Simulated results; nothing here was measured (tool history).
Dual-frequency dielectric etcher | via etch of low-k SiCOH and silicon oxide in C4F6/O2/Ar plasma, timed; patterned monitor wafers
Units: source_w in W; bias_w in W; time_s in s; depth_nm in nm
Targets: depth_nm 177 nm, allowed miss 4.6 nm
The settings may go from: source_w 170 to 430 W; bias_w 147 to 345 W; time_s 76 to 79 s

run	hour	source_w	bias_w	time_s	depth_nm
1	0	300	246	76	201.89
2	7.1	300	265	76	210.17
3	10.2	340	265	76	217.39
4	16.9	340	246	76	212.6
5	23.8	320	240	76	206.38
6	28.4	300	234	76	199.36
7	33.3	290	230	76	196.53
8	36.5	280	226	76	193.28

5 next moves are on the table. One of them brings every result within its allowed miss. Which?
A	39.7	270	150	78	?
B	39.7	210	227	76	?
C	39.7	210	226	79	?
D	39.7	270	240	79	?
E	39.7	270	205	76.5	?

move	depth_nm
A	167.35
B	178.63
C	185.36
D	203.47
E	185.23
A: takes the result that was furthest off past its target
B: meets every target
C: nearer than the last run, and not there yet
D: further off than the last run
E: nearer than the last run, and not there yet
The right move is B.

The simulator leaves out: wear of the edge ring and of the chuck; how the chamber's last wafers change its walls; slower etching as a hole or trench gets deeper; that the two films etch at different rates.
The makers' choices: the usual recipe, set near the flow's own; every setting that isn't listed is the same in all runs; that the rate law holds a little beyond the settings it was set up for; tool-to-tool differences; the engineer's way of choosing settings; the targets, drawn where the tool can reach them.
